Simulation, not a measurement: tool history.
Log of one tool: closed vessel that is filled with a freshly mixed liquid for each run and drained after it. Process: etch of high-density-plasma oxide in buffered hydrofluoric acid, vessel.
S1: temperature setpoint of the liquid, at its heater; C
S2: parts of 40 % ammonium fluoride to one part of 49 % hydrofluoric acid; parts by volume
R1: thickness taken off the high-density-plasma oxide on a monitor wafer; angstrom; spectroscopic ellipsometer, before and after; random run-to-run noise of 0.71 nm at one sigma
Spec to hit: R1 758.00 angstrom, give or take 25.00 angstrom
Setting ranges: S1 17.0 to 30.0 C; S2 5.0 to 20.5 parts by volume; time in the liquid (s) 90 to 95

{"run": 1, "day": 0.0, "S1": 22.0, "S2": 12.5, "time in the liquid (s)": 90, "R1": 862.5}
{"run": 2, "day": 0.071, "S1": 22.0, "S2": 12.5, "time in the liquid (s)": 90, "R1": 882.22}
{"run": 3, "day": 0.388, "S1": 21.0, "S2": 12.5, "time in the liquid (s)": 90, "R1": 823.49}
{"run": 4, "day": 0.575, "S1": 22.0, "S2": 12.5, "time in the liquid (s)": 90, "R1": 879.52}
{"run": 5, "day": 0.65, "S1": 22.0, "S2": 10.0, "time in the liquid (s)": 90, "R1": 1088.6}
{"run": 6, "day": 0.829, "S1": 20.5, "S2": 10.5, "time in the liquid (s)": 90, "R1": 935.34}
{"run": 7, "day": 1.075, "S1": 19.5, "S2": 10.5, "time in the liquid (s)": 90, "R1": 903.83}
{"run": 8, "day": 1.312, "S1": 19.0, "S2": 10.5, "time in the liquid (s)": 90, "R1": 872.71}
{"run": 9, "day": 1.388, "S1": 18.5, "S2": 10.5, "time in the liquid (s)": 90, "R1": 842.18}
{"run": 10, "day": 1.746, "S1": 18.0, "S2": 10.5, "time in the liquid (s)": 90, "R1": 837.98}
{"run": 11, "day": 1.925, "S1": 18.0, "S2": 10.5, "time in the liquid (s)": 90, "R1": 826.92}
{"run": 12, "day": 2.296, "S1": 17.5, "S2": 10.5, "time in the liquid (s)": 90, "R1": 802.53}
{"run": 13, "day": 2.458, "S1": 17.5, "S2": 10.5, "time in the liquid (s)": 90, "R1": 808.78}

4 candidate next runs follow, results not yet known. Just one meets every target within its allowed miss. Identify it.
{"run": "A", "day": 2.621, "S1": 17.0, "S2": 11.5, "time in the liquid (s)": 95, "R1": "?"}
{"run": "B", "day": 2.621, "S1": 17.5, "S2": 11.0, "time in the liquid (s)": 95, "R1": "?"}
{"run": "C", "day": 2.621, "S1": 19.0, "S2": 11.0, "time in the liquid (s)": 95, "R1": "?"}
{"run": "D", "day": 2.621, "S1": 17.5, "S2": 10.5, "time in the liquid (s)": 95, "R1": "?"}

move=A R1=754.04
move=B R1=810.29
move=C R1=882.17
move=D R1=847.91
A: each result inside its tolerance
B: about the same distance from the targets as the last run
C: its largest miss is bigger than the last run's
D: its largest miss is bigger than the last run's
Move A is the one to make.
